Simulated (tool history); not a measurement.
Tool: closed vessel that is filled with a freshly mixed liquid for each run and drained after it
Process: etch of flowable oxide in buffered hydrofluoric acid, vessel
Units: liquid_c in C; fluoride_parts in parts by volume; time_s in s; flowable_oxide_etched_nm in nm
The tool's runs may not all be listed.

| run | hour | liquid_c | fluoride_parts | time_s | flowable_oxide_etched_nm |
|---|---|---|---|---|---|
| 1 | 0 | 24 | 7.5 | 105 | 334.83 |
| 2 | 3.7 | 24 | 6.5 | 105 | 386.85 |
| 3 | 9.4 | 23 | 6.5 | 105 | 369.63 |
| 4 | 13.4 | 23 | 6.5 | 110 | 394.17 |
| 5 | 15.1 | 23 | 7 | 110 | 360.15 |
| 6 | 17.8 | 20.5 | 7 | 110 | 311.71 |

The next listed run, before its measurement:
| 7 | 21.4 | 20 | 7 | 110 | ? |

flowable_oxide_etched_nm: 305.23 nm
